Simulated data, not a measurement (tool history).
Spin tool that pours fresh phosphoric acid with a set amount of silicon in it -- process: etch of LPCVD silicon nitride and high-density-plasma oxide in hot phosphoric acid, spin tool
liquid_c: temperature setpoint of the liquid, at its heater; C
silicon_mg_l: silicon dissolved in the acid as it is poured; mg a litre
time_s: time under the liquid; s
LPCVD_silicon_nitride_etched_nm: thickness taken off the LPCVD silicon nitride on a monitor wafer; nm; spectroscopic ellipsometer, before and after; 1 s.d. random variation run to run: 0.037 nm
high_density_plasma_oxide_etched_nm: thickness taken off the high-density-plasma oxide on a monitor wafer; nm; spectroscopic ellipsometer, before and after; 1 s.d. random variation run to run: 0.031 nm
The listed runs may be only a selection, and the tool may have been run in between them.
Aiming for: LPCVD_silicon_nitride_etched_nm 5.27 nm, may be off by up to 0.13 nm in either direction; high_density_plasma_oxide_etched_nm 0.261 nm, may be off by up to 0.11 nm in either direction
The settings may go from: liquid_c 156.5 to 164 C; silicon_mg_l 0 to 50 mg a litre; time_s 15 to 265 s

run    day  liquid_c  silicon_mg_l  time_s  LPCVD_silicon_nitride_etched_nm  high_density_plasma_oxide_etched_nm
  1      0       159            25     135                           10.317                              0.33044
  2  0.058       159            25     155                           11.888                              0.45364
  3  0.292       159          37.5     155                           11.898                              0.25096
  4  0.592       159          37.5     135                            10.35                              0.20799
  5  0.962       159          37.5      85                           6.4782                              0.14496
  6      1       157          37.5      85                           6.1698                              0.11553
  7  1.267       157            33      80                           5.7367                              0.13302
  8   1.55       157            33      80                           5.7442                              0.10892
  9  1.704       157            33      80                           5.6866                               0.1236
 10  1.825       157            29      80                           5.7167                              0.14732
 11  2.167       157            26      80                           5.6982                               0.1669

Of the 4 settings listed for the next run, only one would bring every result within its allowed miss of target. Which one?
  A  2.508     158.5           9.5      70                                ?                                    ?
  B  2.508     157.5           9.5      70                                ?                                    ?
  C  2.508     160.5            22      75                                ?                                    ?
  D  2.508     158.5          11.5      75                                ?                                    ?

move  LPCVD_silicon_nitride_etched_nm  high_density_plasma_oxide_etched_nm
   A                           5.2209                              0.28517
   B                           5.0469                              0.26462
   C                           5.9834                              0.25709
   D                           5.5938                              0.29211
A: hits every target within its allowed miss
B: pushes the last run's worst result past its target
C: lands further from the targets than the last run did
D: moves toward the targets from the last run without getting all of them in spec
A is the move that brings every result within its allowed miss.
